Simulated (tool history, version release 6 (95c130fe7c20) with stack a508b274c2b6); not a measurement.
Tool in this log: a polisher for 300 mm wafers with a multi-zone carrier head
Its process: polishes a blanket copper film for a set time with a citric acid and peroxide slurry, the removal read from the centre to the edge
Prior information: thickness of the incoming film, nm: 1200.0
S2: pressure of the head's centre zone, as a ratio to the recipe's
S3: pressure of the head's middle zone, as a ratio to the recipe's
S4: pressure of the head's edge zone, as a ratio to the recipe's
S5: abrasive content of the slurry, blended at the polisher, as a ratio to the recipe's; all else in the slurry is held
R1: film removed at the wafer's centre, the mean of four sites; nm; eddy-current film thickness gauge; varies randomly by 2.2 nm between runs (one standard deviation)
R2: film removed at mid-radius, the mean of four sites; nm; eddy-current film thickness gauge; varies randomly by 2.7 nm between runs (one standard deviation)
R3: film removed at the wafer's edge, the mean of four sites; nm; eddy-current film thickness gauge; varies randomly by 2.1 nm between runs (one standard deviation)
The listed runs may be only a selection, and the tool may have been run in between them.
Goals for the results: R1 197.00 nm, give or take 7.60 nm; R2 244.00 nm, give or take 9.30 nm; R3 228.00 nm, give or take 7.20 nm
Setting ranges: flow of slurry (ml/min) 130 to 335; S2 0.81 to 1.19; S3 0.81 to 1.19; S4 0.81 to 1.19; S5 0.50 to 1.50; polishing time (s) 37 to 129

Run 1, day 0.000: flow of slurry (ml/min) 215, S2 1.00, S3 1.00, S4 1.00, S5 1.00, polishing time (s) 83. Result: R1 324.14 nm, R2 338.44 nm, R3 336.22 nm.
Run 2, day 0.096: flow of slurry (ml/min) 215, S2 1.00, S3 1.00, S4 1.07, S5 1.00, polishing time (s) 83. Result: R1 325.94 nm, R2 331.07 nm, R3 349.31 nm.
Run 3, day 0.254: flow of slurry (ml/min) 215, S2 1.00, S3 1.00, S4 1.07, S5 0.90, polishing time (s) 83. Result: R1 308.65 nm, R2 324.21 nm, R3 335.80 nm.
Run 4, day 0.442: flow of slurry (ml/min) 215, S2 1.00, S3 0.93, S4 1.07, S5 0.90, polishing time (s) 83. Result: R1 311.42 nm, R2 303.34 nm, R3 333.79 nm.
Run 5, day 0.492: flow of slurry (ml/min) 215, S2 1.00, S3 0.93, S4 1.00, S5 0.90, polishing time (s) 83. Result: R1 306.61 nm, R2 300.28 nm, R3 322.69 nm.
Run 6, day 0.571: flow of slurry (ml/min) 215, S2 1.00, S3 1.01, S4 1.00, S5 0.90, polishing time (s) 83. Result: R1 311.10 nm, R2 326.61 nm, R3 326.44 nm.
Run 7, day 0.696: flow of slurry (ml/min) 215, S2 0.99, S3 1.01, S4 0.98, S5 0.85, polishing time (s) 81. Result: R1 300.32 nm, R2 312.32 nm, R3 311.95 nm.
Run 8, day 0.929: flow of slurry (ml/min) 175, S2 0.89, S3 1.09, S4 0.88, S5 0.60, polishing time (s) 64. Result: R1 178.58 nm, R2 225.08 nm, R3 201.57 nm.
Run 9, day 1.300: flow of slurry (ml/min) 235, S2 0.90, S3 1.08, S4 0.98, S5 0.60, polishing time (s) 64. Result: R1 189.53 nm, R2 232.08 nm, R3 213.50 nm.
Run 10, day 1.479: flow of slurry (ml/min) 235, S2 0.90, S3 1.08, S4 0.98, S5 0.60, polishing time (s) 64. Result: R1 188.06 nm, R2 229.90 nm, R3 217.72 nm.

Consider the 4 candidate settings below. Which is the only one whose results all fall within their allowed miss of target?
Run A, day 1.658: flow of slurry (ml/min) 220, S2 0.85, S3 1.05, S4 1.08, S5 0.65, polishing time (s) 60. Result: R1 ?, R2 ?, R3 ?.
Run B, day 1.658: flow of slurry (ml/min) 235, S2 0.87, S3 1.06, S4 0.93, S5 0.70, polishing time (s) 65. Result: R1 ?, R2 ?, R3 ?.
Run C, day 1.658: flow of slurry (ml/min) 275, S2 0.91, S3 1.16, S4 0.96, S5 0.70, polishing time (s) 56. Result: R1 ?, R2 ?, R3 ?.
Run D, day 1.658: flow of slurry (ml/min) 225, S2 0.85, S3 1.19, S4 0.83, S5 0.55, polishing time (s) 65. Result: R1 ?, R2 ?, R3 ?.

move      R1      R2      R3
   A  171.91  220.51  216.99
   B  197.60  249.41  226.03
   C  181.30  235.66  199.68
   D  174.37  248.81  193.72
A: further off than the last run
B: hits every target within its allowed miss
C: puts the biggest miss on target and leaves a different result outside tolerance
D: puts the biggest miss on target and leaves a different result outside tolerance
The right move is B.
